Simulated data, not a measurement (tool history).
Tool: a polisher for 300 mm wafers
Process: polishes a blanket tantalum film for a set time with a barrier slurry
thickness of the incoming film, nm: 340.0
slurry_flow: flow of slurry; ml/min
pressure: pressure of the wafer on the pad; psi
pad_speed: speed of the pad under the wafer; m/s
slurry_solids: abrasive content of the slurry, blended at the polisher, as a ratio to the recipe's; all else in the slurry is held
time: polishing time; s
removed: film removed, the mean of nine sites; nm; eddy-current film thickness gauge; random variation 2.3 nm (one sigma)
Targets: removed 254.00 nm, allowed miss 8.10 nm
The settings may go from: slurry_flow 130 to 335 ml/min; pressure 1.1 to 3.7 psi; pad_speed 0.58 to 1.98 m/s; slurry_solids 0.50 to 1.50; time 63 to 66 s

| run | day | slurry_flow | pressure | pad_speed | slurry_solids | time | removed |
|---|---|---|---|---|---|---|---|
| 1 | 0.000 | 215 | 2.4 | 1.28 | 1.00 | 63 | 170.81 |
| 2 | 0.267 | 215 | 2.5 | 1.28 | 1.00 | 63 | 176.69 |
| 3 | 0.454 | 240 | 2.5 | 1.28 | 1.00 | 63 | 181.39 |
| 4 | 0.712 | 240 | 2.3 | 1.28 | 1.00 | 63 | 167.30 |
| 5 | 0.758 | 245 | 2.4 | 1.28 | 1.00 | 63 | 170.13 |
| 6 | 1.029 | 245 | 2.4 | 1.28 | 1.00 | 63 | 171.59 |
| 7 | 1.238 | 245 | 2.5 | 1.28 | 1.00 | 63 | 178.95 |
| 8 | 1.521 | 245 | 2.6 | 1.28 | 1.00 | 63 | 184.38 |
| 9 | 1.762 | 255 | 3.2 | 1.30 | 1.00 | 63 | 222.07 |
| 10 | 1.912 | 255 | 3.3 | 1.30 | 1.00 | 63 | 225.01 |

4 next moves are on the table. One of them brings every result within its allowed miss. Which?
| A | 2.062 | 255 | 3.2 | 1.22 | 0.90 | 63 | ? |
| B | 2.062 | 265 | 2.9 | 1.58 | 0.90 | 66 | ? |
| C | 2.062 | 230 | 3.7 | 1.36 | 1.05 | 66 | ? |
| D | 2.062 | 220 | 3.4 | 1.56 | 1.00 | 64 | ? |

| move | removed |
|---|---|
| A | 202.54 |
| B | 252.49 |
| C | 280.37 |
| D | 282.90 |
A: further off than the last run
B: meets every target
C: takes the result that was furthest off past its target
D: takes the result that was furthest off past its target
The right move is B.
